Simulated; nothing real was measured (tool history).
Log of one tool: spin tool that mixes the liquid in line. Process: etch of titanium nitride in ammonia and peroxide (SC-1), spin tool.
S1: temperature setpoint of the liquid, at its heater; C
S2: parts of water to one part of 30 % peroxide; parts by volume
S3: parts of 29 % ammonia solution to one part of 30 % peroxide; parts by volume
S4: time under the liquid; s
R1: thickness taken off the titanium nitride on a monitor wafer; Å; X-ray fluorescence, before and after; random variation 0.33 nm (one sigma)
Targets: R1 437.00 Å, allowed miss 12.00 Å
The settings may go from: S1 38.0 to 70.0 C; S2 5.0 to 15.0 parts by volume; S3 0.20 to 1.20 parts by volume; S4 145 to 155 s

run  hour    S1   S2    S3   S4      R1
  1   0.0  54.0  8.5  0.90  145  256.65
  2   2.9  55.5  8.5  0.90  145  287.77
  3   4.6  57.0  8.5  0.90  145  315.24
  4   9.4  57.0  8.5  1.15  145  329.02
  5  10.8  58.0  8.5  1.15  145  354.49
  6  14.8  58.0  8.5  1.15  145  353.96
  7  16.9  58.5  8.5  1.15  145  361.32
  8  18.0  59.0  8.5  1.15  145  376.99

Which of these 5 next moves meets every target?
  A  19.1  59.5  8.5  1.20  150   ?
  B  19.1  58.5  6.0  1.20  155   ?
  C  19.1  58.5  6.5  1.20  145   ?
  D  19.1  61.0  9.0  1.20  150   ?
  E  19.1  60.5  8.5  1.15  145   ?

move      R1
   A  402.51
   B  456.79
   C  412.41
   D  432.04
   E  413.10
A: nearer than the last run, and not there yet
B: takes the result that was furthest off past its target
C: nearer than the last run, and not there yet
D: meets every target
E: nearer than the last run, and not there yet
Answer: D
